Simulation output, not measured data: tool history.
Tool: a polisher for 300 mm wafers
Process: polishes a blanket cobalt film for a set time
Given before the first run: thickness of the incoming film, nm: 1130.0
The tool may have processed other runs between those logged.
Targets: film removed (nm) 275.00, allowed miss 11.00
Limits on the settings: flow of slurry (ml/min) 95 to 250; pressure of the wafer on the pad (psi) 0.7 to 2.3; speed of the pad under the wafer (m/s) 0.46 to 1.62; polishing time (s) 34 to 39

| run | hour | flow of slurry (ml/min) | pressure of the wafer on the pad (psi) | speed of the pad under the wafer (m/s) | polishing time (s) | film removed (nm) |
|---|---|---|---|---|---|---|
| 1 | 0.0 | 160 | 1.5 | 1.04 | 39 | 159.41 |
| 2 | 6.0 | 130 | 1.5 | 1.04 | 39 | 153.68 |
| 3 | 7.9 | 135 | 1.6 | 1.04 | 39 | 167.03 |
| 4 | 10.5 | 135 | 1.6 | 1.28 | 39 | 197.92 |
| 5 | 18.1 | 140 | 1.7 | 1.28 | 39 | 206.20 |
| 6 | 23.3 | 140 | 1.8 | 1.28 | 39 | 215.75 |
| 7 | 23.9 | 140 | 1.9 | 1.28 | 39 | 235.60 |
| 8 | 25.8 | 145 | 2.0 | 1.28 | 39 | 243.89 |
| 9 | 30.8 | 145 | 2.1 | 1.28 | 39 | 255.69 |

Which single option among these 4 for the next run brings every result within its allowed miss of target? Just one does.
| A | 35.8 | 135 | 2.1 | 1.38 | 36 | ? |
| B | 35.8 | 155 | 2.3 | 1.08 | 39 | ? |
| C | 35.8 | 165 | 2.2 | 1.44 | 35 | ? |
| D | 35.8 | 135 | 1.9 | 1.42 | 38 | ? |

| move | film removed (nm) |
|---|---|
| A | 248.55 |
| B | 243.88 |
| C | 271.35 |
| D | 243.96 |
A: its largest miss is bigger than the last run's
B: its largest miss is bigger than the last run's
C: every result lands within tolerance
D: its largest miss is bigger than the last run's
Answer: C

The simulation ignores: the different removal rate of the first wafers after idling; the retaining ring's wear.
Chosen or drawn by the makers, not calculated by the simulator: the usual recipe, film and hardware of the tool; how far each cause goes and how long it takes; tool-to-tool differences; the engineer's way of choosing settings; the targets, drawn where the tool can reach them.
